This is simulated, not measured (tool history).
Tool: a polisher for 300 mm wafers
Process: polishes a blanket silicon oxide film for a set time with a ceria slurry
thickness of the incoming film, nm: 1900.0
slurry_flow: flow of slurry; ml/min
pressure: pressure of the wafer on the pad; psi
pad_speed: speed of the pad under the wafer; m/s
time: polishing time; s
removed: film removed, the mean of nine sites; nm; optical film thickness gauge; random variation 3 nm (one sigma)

Run 1, day 0: slurry_flow 200 ml/min, pressure 2.5 psi, pad_speed 1.18 m/s, time 59 s. Result: removed 260.56 nm.
Run 2, day 0.217: slurry_flow 200 ml/min, pressure 2.5 psi, pad_speed 1.18 m/s, time 54 s. Result: removed 237.44 nm.
Run 3, day 0.558: slurry_flow 200 ml/min, pressure 2.2 psi, pad_speed 1.18 m/s, time 54 s. Result: removed 210.82 nm.
Run 4, day 0.667: slurry_flow 205 ml/min, pressure 2.5 psi, pad_speed 1.18 m/s, time 54 s. Result: removed 239.17 nm.
Run 5, day 0.925: slurry_flow 205 ml/min, pressure 2.5 psi, pad_speed 0.88 m/s, time 54 s. Result: removed 183.12 nm.
At day 1.117: head pressure recalibrated.
Run 6, day 1.117: slurry_flow 205 ml/min, pressure 2.2 psi, pad_speed 0.88 m/s, time 54 s. Result: removed 180.86 nm.
Run 7, day 1.458: slurry_flow 205 ml/min, pressure 2.2 psi, pad_speed 0.88 m/s, time 54 s. Result: removed 182.1 nm.

Run 8 comes next. What will it give?
Run 8, day 1.488: slurry_flow 215 ml/min, pressure 2.6 psi, pad_speed 0.98 m/s, time 54 s. Result: removed ?.

Run 8 gave removed 238.26 nm.
